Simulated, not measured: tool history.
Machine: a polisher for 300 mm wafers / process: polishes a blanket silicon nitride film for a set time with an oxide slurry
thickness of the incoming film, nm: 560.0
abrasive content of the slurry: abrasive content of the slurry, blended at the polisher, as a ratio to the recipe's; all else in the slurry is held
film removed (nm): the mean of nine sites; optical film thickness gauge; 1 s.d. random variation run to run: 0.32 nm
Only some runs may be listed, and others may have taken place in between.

run  hour  flow of slurry (ml/min)  pressure of the wafer on the pad (psi)  speed of the pad under the wafer (cm/s)  abrasive content of the slurry  polishing time (s)  film removed (nm)
  1     0                      305                                     4.8                                      120                               1                  60             42.216
  2     1                      275                                     4.8                                      120                               1                  60             41.713
  3   9.6                      225                                     4.8                                      120                               1                  60             40.726
  4  12.1                      185                                     4.8                                      120                               1                  60             39.508
  5  14.2                      185                                     3.9                                      120                               1                  60              34.27
  6    17                      195                                     4.1                                      120                               1                  60             35.598
  7    20                      205                                     4.3                                      120                               1                  60             37.105
  8  25.9                      215                                     4.5                                      120                               1                  60             38.579
       30  -- conditioning disc replaced and pad reconditioned
  9    30                      215                                     5.6                                      122                               1                  60             71.593
 10  31.6                      215                                     4.6                                      122                               1                  60             58.745
 11  40.2                      235                                     4.6                                      122                               1                  60             60.105

Run 12, settings as shown, results not yet in. Your forecast:
 12  48.5                      210                                     3.3                                      120                               1                  60                  ?

film removed (nm): 42.987
